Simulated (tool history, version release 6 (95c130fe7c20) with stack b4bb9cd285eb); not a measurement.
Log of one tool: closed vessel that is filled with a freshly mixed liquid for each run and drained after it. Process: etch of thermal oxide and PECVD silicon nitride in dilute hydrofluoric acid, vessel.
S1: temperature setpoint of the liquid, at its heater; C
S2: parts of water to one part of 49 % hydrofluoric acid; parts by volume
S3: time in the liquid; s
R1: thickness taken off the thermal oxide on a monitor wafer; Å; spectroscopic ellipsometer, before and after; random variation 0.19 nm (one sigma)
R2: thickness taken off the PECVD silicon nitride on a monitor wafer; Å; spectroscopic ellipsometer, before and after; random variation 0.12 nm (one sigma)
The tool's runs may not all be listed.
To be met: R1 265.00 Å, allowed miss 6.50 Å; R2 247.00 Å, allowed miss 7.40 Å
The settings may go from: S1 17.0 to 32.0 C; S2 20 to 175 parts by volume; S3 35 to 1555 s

run  hour    S1   S2   S3      R1      R2
  1   0.0  24.0   95  795  373.97  332.79
  2   4.2  21.0   95  795  330.51  270.77
  3   6.9  18.5   95  795  297.50  227.94
  4   8.8  18.5  125  795  220.80  174.78
  5  12.5  19.5  125  795  230.23  186.77
  6  21.4  19.5  150  795  185.86  155.98
  7  27.5  20.0  145  790  195.15  166.83
  8  36.1  20.5  145  785  198.19  170.89
  9  44.2  21.0  145  780  202.09  176.67
 10  52.3  21.5  145  775  206.89  179.03
 11  59.0  22.0  145  775  209.06  185.53
 12  68.1  22.5  145  770  210.71  190.15
 13  77.6  23.0  145  765  215.38  196.64
 14  83.2  23.0  145  760  214.14  194.96
 15  89.5  25.0  130  735  249.62  237.50

5 next moves are on the table. One of them brings every result within its allowed miss. Which?
  A  95.8  27.5  145  705   ?   ?
  B  95.8  26.0  100  555   ?   ?
  C  95.8  22.5  130  825   ?   ?
  D  95.8  24.0  115  650   ?   ?
  E  95.8  24.5  120  680   ?   ?

move      R1      R2
   A  233.12  241.42
   B  266.11  250.24
   C  255.92  228.30
   D  246.03  224.00
   E  250.01  232.13
A: further off than the last run
B: meets every target
C: further off than the last run
D: further off than the last run
E: as far off as the last run
The right move is B.
